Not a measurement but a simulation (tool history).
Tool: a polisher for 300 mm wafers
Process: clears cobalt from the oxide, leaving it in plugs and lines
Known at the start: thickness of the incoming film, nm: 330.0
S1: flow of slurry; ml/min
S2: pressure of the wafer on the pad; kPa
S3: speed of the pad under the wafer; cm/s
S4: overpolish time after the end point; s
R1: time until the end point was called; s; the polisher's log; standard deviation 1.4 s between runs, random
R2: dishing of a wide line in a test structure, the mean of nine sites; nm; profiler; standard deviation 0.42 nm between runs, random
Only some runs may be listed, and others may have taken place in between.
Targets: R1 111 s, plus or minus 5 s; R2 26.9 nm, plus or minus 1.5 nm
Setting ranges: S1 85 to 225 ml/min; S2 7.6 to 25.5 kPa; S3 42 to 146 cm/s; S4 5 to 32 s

run,hour,S1,S2,S3,S4,R1,R2
1,0,145,16.5,94,16,71.46,37.384
2,1.1,145,15.9,94,15,73.787,36.094
3,2.9,160,15.9,94,15,71.97,36.473
4,11.1,155,15.2,94,14,75.632,34.259
5,14,155,15.2,82,14,85.178,31.871
6,15.1,155,15.2,90,14,77.061,33.944
7,22.9,150,14.5,90,14,79.258,32.768
# hour 25.7: head pressure recalibrated
8,25.7,150,13.8,88,14,83.098,33.341
9,27.9,150,13.1,86,13,83.096,30.914

Exercise: of the 5 proposed moves below, exactly one satisfies all targets within the stated allowed misses. Which move is it?
A,30.1,140,17.2,54,18,?,?
B,30.1,145,13.8,64,24,?,?
C,30.1,150,13.8,118,16,?,?
D,30.1,155,12.4,64,20,?,?
E,30.1,170,11.7,66,13,?,?

move,R1,R2
A,106.09,33.368
B,107.65,37.386
C,62.754,38.843
D,114.32,33.886
E,113.94,26.926
A: puts the biggest miss on target and leaves a different result outside tolerance
B: puts the biggest miss on target and leaves a different result outside tolerance
C: lands further from the targets than the last run did
D: puts the biggest miss on target and leaves a different result outside tolerance
E: every result lands within tolerance
The right move is E.
